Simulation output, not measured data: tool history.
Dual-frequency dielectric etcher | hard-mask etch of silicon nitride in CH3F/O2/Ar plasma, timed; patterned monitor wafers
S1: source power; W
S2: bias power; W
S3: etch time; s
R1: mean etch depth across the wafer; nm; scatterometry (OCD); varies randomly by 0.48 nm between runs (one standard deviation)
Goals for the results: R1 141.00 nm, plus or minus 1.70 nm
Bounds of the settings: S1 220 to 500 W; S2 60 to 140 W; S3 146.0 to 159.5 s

{"run": 1, "day": 0.0, "S1": 360, "S2": 100, "S3": 159.5, "R1": 123.89}
{"run": 2, "day": 0.133, "S1": 410, "S2": 100, "S3": 159.5, "R1": 130.47}
{"run": 3, "day": 0.392, "S1": 420, "S2": 100, "S3": 159.5, "R1": 131.55}
{"run": 4, "day": 0.483, "S1": 430, "S2": 100, "S3": 159.5, "R1": 133.17}
{"run": 5, "day": 0.762, "S1": 430, "S2": 93, "S3": 159.5, "R1": 129.76}
{"run": 6, "day": 1.129, "S1": 430, "S2": 81, "S3": 159.5, "R1": 126.42}
{"day": 1.221, "done": "wet clean of the chamber"}
{"run": 7, "day": 1.221, "S1": 440, "S2": 84, "S3": 159.5, "R1": 133.78}
{"run": 8, "day": 1.358, "S1": 480, "S2": 84, "S3": 159.5, "R1": 138.18}
{"run": 9, "day": 1.471, "S1": 490, "S2": 84, "S3": 159.5, "R1": 139.04}

Which one of the following 5 next-run settings gets every result inside its allowed miss? There is exactly one.
{"run": "A", "day": 1.583, "S1": 480, "S2": 83, "S3": 159.5, "R1": "?"}
{"run": "B", "day": 1.583, "S1": 490, "S2": 88, "S3": 159.5, "R1": "?"}
{"run": "C", "day": 1.583, "S1": 500, "S2": 78, "S3": 159.5, "R1": "?"}
{"run": "D", "day": 1.583, "S1": 480, "S2": 82, "S3": 158.0, "R1": "?"}
{"run": "E", "day": 1.583, "S1": 500, "S2": 85, "S3": 155.5, "R1": "?"}

move=A R1=137.00
move=B R1=140.12
move=C R1=137.21
move=D R1=135.32
move=E R1=136.55
A: the biggest miss grows against the last run
B: each result inside its tolerance
C: the biggest miss grows against the last run
D: the biggest miss grows against the last run
E: the biggest miss grows against the last run
The move that meets every target is B.
